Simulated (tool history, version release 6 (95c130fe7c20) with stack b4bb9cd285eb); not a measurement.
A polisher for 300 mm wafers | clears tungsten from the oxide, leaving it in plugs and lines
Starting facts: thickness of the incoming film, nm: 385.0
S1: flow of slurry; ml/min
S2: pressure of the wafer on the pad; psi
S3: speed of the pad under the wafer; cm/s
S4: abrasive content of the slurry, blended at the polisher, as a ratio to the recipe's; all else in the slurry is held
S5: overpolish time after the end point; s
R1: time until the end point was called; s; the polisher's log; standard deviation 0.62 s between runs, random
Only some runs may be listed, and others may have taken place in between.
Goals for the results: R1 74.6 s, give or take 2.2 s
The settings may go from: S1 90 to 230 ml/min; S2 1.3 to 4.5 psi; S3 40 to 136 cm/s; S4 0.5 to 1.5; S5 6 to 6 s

| run | hour | S1 | S2 | S3 | S4 | S5 | R1 |
|---|---|---|---|---|---|---|---|
| 1 | 0 | 150 | 2.9 | 88 | 1 | 6 | 126.69 |
| 2 | 4.7 | 155 | 3.1 | 88 | 1 | 6 | 119.55 |
| 3 | 6.2 | 155 | 2.7 | 88 | 1 | 6 | 131.47 |
| 4 | 8.1 | 160 | 3 | 88 | 1 | 6 | 122.09 |
| 5 | 14.9 | 160 | 3.2 | 90 | 1 | 6 | 111.25 |
| 6 | 17 | 160 | 3.2 | 76 | 1 | 6 | 133.98 |
| 7 | 19.4 | 165 | 3.4 | 78 | 1 | 6 | 123.49 |
| 8 | 27.3 | 165 | 3.4 | 78 | 1 | 6 | 122.33 |
| 9 | 28.2 | 170 | 3.6 | 80 | 1 | 6 | 115.23 |
| 10 | 30.6 | 170 | 3.6 | 80 | 1 | 6 | 112.41 |
| 11 | 33.5 | 170 | 3.7 | 82 | 1 | 6 | 107.89 |

4 next moves are on the table. One of them brings every result within its allowed miss. Which?
| A | 36.4 | 190 | 4.1 | 102 | 1.3 | 6 | ? |
| B | 36.4 | 175 | 4.5 | 106 | 1.1 | 6 | ? |
| C | 36.4 | 180 | 4.5 | 106 | 1.05 | 6 | ? |
| D | 36.4 | 130 | 4.5 | 112 | 1 | 6 | ? |

| move | R1 |
|---|---|
| A | 75.294 |
| B | 70.088 |
| C | 70.433 |
| D | 71.268 |
A: meets every target
B: moves the result that the last run missed by most past its target, out the other side
C: moves the result that the last run missed by most past its target, out the other side
D: moves the result that the last run missed by most past its target, out the other side
A meets every target.

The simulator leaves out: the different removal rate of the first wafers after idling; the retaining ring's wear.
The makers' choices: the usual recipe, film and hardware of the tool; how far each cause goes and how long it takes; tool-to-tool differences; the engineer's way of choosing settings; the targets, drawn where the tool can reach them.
